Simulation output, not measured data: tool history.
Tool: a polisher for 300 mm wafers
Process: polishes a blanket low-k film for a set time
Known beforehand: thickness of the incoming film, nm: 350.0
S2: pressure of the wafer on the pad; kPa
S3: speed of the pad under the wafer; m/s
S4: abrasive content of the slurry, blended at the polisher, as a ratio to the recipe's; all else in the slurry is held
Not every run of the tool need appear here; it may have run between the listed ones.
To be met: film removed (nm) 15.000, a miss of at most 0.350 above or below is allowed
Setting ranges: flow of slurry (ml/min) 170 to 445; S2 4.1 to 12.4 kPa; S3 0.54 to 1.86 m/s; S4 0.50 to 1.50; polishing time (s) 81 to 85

{"run": 1, "hour": 0.0, "flow of slurry (ml/min)": 285, "S2": 8.3, "S3": 1.18, "S4": 1.0, "polishing time (s)": 81, "film removed (nm)": 20.268}
{"run": 2, "hour": 6.8, "flow of slurry (ml/min)": 285, "S2": 8.3, "S3": 1.18, "S4": 1.0, "polishing time (s)": 85, "film removed (nm)": 21.06}
{"run": 3, "hour": 12.3, "flow of slurry (ml/min)": 285, "S2": 8.3, "S3": 1.18, "S4": 1.1, "polishing time (s)": 85, "film removed (nm)": 22.446}
{"run": 4, "hour": 19.8, "flow of slurry (ml/min)": 280, "S2": 7.6, "S3": 1.18, "S4": 1.1, "polishing time (s)": 85, "film removed (nm)": 20.739}
{"run": 5, "hour": 23.9, "flow of slurry (ml/min)": 280, "S2": 7.6, "S3": 1.46, "S4": 1.1, "polishing time (s)": 85, "film removed (nm)": 24.772}
{"run": 6, "hour": 31.5, "flow of slurry (ml/min)": 275, "S2": 6.9, "S3": 1.42, "S4": 1.1, "polishing time (s)": 85, "film removed (nm)": 22.796}
{"run": 7, "hour": 37.4, "flow of slurry (ml/min)": 275, "S2": 6.2, "S3": 1.36, "S4": 1.1, "polishing time (s)": 85, "film removed (nm)": 20.638}
{"run": 8, "hour": 43.6, "flow of slurry (ml/min)": 275, "S2": 5.5, "S3": 1.3, "S4": 1.1, "polishing time (s)": 85, "film removed (nm)": 18.303}
{"run": 9, "hour": 52.3, "flow of slurry (ml/min)": 275, "S2": 4.8, "S3": 1.28, "S4": 1.1, "polishing time (s)": 85, "film removed (nm)": 16.773}
{"run": 10, "hour": 59.0, "flow of slurry (ml/min)": 275, "S2": 4.8, "S3": 1.26, "S4": 1.1, "polishing time (s)": 85, "film removed (nm)": 16.46}

Pick the move, out of 4, that brings all results within their allowed miss; only one does.
{"run": "A", "hour": 65.7, "flow of slurry (ml/min)": 295, "S2": 4.8, "S3": 1.0, "S4": 1.25, "polishing time (s)": 81, "film removed (nm)": "?"}
{"run": "B", "hour": 65.7, "flow of slurry (ml/min)": 170, "S2": 4.1, "S3": 1.42, "S4": 1.0, "polishing time (s)": 85, "film removed (nm)": "?"}
{"run": "C", "hour": 65.7, "flow of slurry (ml/min)": 280, "S2": 5.5, "S3": 1.38, "S4": 0.95, "polishing time (s)": 83, "film removed (nm)": "?"}
{"run": "D", "hour": 65.7, "flow of slurry (ml/min)": 275, "S2": 4.8, "S3": 1.3, "S4": 1.15, "polishing time (s)": 85, "film removed (nm)": "?"}

move=A film_removed_(nm)=14.100
move=B film_removed_(nm)=15.049
move=C film_removed_(nm)=17.406
move=D film_removed_(nm)=17.412
A: carries the result that was furthest off beyond its target, to the other side
B: meets every target
C: its largest miss is bigger than the last run's
D: its largest miss is bigger than the last run's
B is the move that brings every result within its allowed miss.
